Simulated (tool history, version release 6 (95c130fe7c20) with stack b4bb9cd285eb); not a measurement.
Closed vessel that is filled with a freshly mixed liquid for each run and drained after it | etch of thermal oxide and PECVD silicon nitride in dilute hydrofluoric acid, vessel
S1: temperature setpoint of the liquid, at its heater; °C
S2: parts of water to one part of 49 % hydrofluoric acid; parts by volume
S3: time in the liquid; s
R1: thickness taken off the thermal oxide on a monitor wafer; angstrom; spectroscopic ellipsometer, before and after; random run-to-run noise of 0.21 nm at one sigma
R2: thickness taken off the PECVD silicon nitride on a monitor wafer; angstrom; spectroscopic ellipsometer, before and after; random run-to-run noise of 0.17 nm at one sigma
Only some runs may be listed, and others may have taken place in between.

run 1 hour=0 | S1=24 S2=295 S3=1800 | R1=225.48 R2=141.87
run 2 hour=4.8 | S1=24 S2=265 S3=1735 | R1=249.08 R2=151.06
run 3 hour=8.9 | S1=24 S2=240 S3=1685 | R1=275.19 R2=165.03
run 4 hour=16.3 | S1=23.5 S2=225 S3=1655 | R1=290.17 R2=166.93
run 5 hour=22 | S1=23.5 S2=215 S3=1640 | R1=305.74 R2=173.59
run 6 hour=28 | S1=23.5 S2=215 S3=1305 | R1=242.1 R2=139.14

What will run 7 give?
run 7 hour=33.9 | S1=24.5 S2=115 S3=1160 | R1=? R2=?

{"run 7": {"R1": 466.02, "R2": 241.69}}
